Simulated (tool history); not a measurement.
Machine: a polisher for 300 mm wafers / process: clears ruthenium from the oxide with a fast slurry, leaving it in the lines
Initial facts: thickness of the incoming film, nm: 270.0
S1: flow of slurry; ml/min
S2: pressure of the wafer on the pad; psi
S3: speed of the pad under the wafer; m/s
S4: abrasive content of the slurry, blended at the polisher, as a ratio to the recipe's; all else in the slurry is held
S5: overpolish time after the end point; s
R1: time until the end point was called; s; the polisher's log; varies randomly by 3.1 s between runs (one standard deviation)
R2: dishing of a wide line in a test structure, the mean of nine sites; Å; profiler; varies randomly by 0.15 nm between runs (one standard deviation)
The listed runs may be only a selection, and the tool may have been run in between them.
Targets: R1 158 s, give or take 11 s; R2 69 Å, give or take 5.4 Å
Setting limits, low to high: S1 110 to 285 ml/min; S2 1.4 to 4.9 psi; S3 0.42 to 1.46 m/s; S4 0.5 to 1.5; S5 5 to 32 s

Run 1, hour 0: S1 180 ml/min, S2 3.1 psi, S3 0.94 m/s, S4 1, S5 16 s. Result: R1 57.154 s, R2 554.5 Å.
Run 2, hour 7.9: S1 180 ml/min, S2 3.1 psi, S3 0.84 m/s, S4 1, S5 16 s. Result: R1 61.515 s, R2 493.54 Å.
Run 3, hour 15.3: S1 205 ml/min, S2 3.1 psi, S3 0.84 m/s, S4 1, S5 16 s. Result: R1 60.694 s, R2 493.74 Å.
Run 4, hour 23.3: S1 205 ml/min, S2 3.1 psi, S3 0.84 m/s, S4 1.15, S5 16 s. Result: R1 59.646 s, R2 537.94 Å.
Run 5, hour 25.8: S1 215 ml/min, S2 2.6 psi, S3 0.72 m/s, S4 0.95, S5 13 s. Result: R1 84.985 s, R2 315.69 Å.
Run 6, hour 32.1: S1 235 ml/min, S2 2.3 psi, S3 0.64 m/s, S4 0.8, S5 11 s. Result: R1 106.53 s, R2 207.01 Å.
Run 7, hour 32.8: S1 250 ml/min, S2 2.1 psi, S3 0.58 m/s, S4 0.7, S5 9 s. Result: R1 139.11 s, R2 143.59 Å.
Run 8, hour 38.9: S1 260 ml/min, S2 2.1 psi, S3 0.54 m/s, S4 0.65, S5 8 s. Result: R1 154.53 s, R2 110.85 Å.
Run 9, hour 43.9: S1 265 ml/min, S2 2.3 psi, S3 0.5 m/s, S4 0.6, S5 7 s. Result: R1 165.92 s, R2 90.56 Å.
Run 10, hour 48.2: S1 270 ml/min, S2 2.5 psi, S3 0.48 m/s, S4 0.6, S5 6 s. Result: R1 160.87 s, R2 79.15 Å.
Run 11, hour 55.4: S1 270 ml/min, S2 2.6 psi, S3 0.46 m/s, S4 0.6, S5 6 s. Result: R1 159.04 s, R2 80.539 Å.
Run 12, hour 61: S1 270 ml/min, S2 2.7 psi, S3 0.44 m/s, S4 0.6, S5 6 s. Result: R1 159.01 s, R2 81.035 Å.
Run 13, hour 68.3: S1 275 ml/min, S2 2.8 psi, S3 0.44 m/s, S4 0.6, S5 6 s. Result: R1 157.78 s, R2 81.035 Å.
Run 14, hour 71: S1 275 ml/min, S2 2.9 psi, S3 0.44 m/s, S4 0.6, S5 6 s. Result: R1 153.32 s, R2 88.863 Å.
Run 15, hour 78.4: S1 275 ml/min, S2 2 psi, S3 0.7 m/s, S4 0.65, S5 5 s. Result: R1 123.4 s, R2 86.669 Å.
Run 16, hour 80.5: S1 275 ml/min, S2 1.4 psi, S3 0.6 m/s, S4 0.65, S5 5 s. Result: R1 187.03 s, R2 58.27 Å.
Run 17, hour 85.9: S1 275 ml/min, S2 1.5 psi, S3 0.6 m/s, S4 0.65, S5 5 s. Result: R1 175.22 s, R2 61.088 Å.
Run 18, hour 92.9: S1 275 ml/min, S2 1.8 psi, S3 0.6 m/s, S4 0.65, S5 6 s. Result: R1 156.45 s, R2 82.63 Å.
Run 19, hour 101.5: S1 280 ml/min, S2 1.8 psi, S3 0.6 m/s, S4 0.6, S5 6 s. Result: R1 159.12 s, R2 82.188 Å.
Run 20, hour 107.5: S1 280 ml/min, S2 1.8 psi, S3 0.6 m/s, S4 0.65, S5 6 s. Result: R1 153.92 s, R2 82.68 Å.
Run 21, hour 108.9: S1 280 ml/min, S2 1.8 psi, S3 0.6 m/s, S4 0.65, S5 6 s. Result: R1 152.24 s, R2 82.446 Å.
Run 22, hour 111.2: S1 280 ml/min, S2 1.8 psi, S3 0.6 m/s, S4 0.65, S5 6 s. Result: R1 153.4 s, R2 84.008 Å.
Run 23, hour 115.7: S1 280 ml/min, S2 1.8 psi, S3 0.62 m/s, S4 0.6, S5 6 s. Result: R1 155.41 s, R2 81.579 Å.
Run 24, hour 124.6: S1 280 ml/min, S2 1.7 psi, S3 0.62 m/s, S4 0.6, S5 6 s. Result: R1 165.37 s, R2 80.361 Å.
At hour 126.7: slurry nozzle cleaned.
Run 25, hour 126.7: S1 280 ml/min, S2 1.7 psi, S3 0.62 m/s, S4 0.65, S5 6 s. Result: R1 149.13 s, R2 84.97 Å.
Run 26, hour 129.2: S1 280 ml/min, S2 1.6 psi, S3 0.62 m/s, S4 0.65, S5 6 s. Result: R1 158.04 s, R2 82.155 Å.
Run 27, hour 138.1: S1 280 ml/min, S2 1.6 psi, S3 0.62 m/s, S4 0.65, S5 6 s. Result: R1 161.08 s, R2 81.875 Å.

Consider the 4 candidate settings below. Which is the only one whose results all fall within their allowed miss of target?
Run A, hour 147: S1 240 ml/min, S2 1.4 psi, S3 0.58 m/s, S4 0.8, S5 8 s. Result: R1 ?, R2 ?.
Run B, hour 147: S1 285 ml/min, S2 1.4 psi, S3 0.54 m/s, S4 0.75, S5 9 s. Result: R1 ?, R2 ?.
Run C, hour 147: S1 255 ml/min, S2 1.4 psi, S3 0.56 m/s, S4 0.95, S5 5 s. Result: R1 ?, R2 ?.
Run D, hour 147: S1 245 ml/min, S2 3.4 psi, S3 0.42 m/s, S4 0.55, S5 7 s. Result: R1 ?, R2 ?.

move      R1      R2
   A  168.58  102.24
   B  183.33  105.69
   C  158.89  68.299
   D  146.61  102.86
A: misses by more than the last run did
B: misses by more than the last run did
C: every result lands within tolerance
D: misses by more than the last run did
So the answer is move C, the one that meets all the targets.
